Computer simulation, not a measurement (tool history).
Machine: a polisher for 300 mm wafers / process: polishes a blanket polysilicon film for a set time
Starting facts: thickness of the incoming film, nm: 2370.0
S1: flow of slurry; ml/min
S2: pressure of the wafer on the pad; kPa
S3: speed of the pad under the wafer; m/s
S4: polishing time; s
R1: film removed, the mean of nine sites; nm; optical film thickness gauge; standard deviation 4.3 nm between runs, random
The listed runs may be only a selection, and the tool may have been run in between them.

{"run": 1, "hour": 0.0, "S1": 130, "S2": 22.1, "S3": 1.12, "S4": 105, "R1": 897.6}
{"run": 2, "hour": 1.1, "S1": 125, "S2": 20.7, "S3": 1.12, "S4": 105, "R1": 828.56}
{"run": 3, "hour": 3.6, "S1": 125, "S2": 20.7, "S3": 0.92, "S4": 105, "R1": 727.07}
{"run": 4, "hour": 7.9, "S1": 125, "S2": 23.4, "S3": 0.92, "S4": 105, "R1": 822.18}
{"run": 5, "hour": 8.5, "S1": 125, "S2": 18.6, "S3": 0.92, "S4": 105, "R1": 658.19}
{"run": 6, "hour": 14.8, "S1": 155, "S2": 18.6, "S3": 0.92, "S4": 105, "R1": 688.76}

Run 7 is up next; what results do you expect?
{"run": 7, "hour": 18.0, "S1": 150, "S2": 17.9, "S3": 0.92, "S4": 105, "R1": "?"}

Run 7 gave R1 660.62 nm.
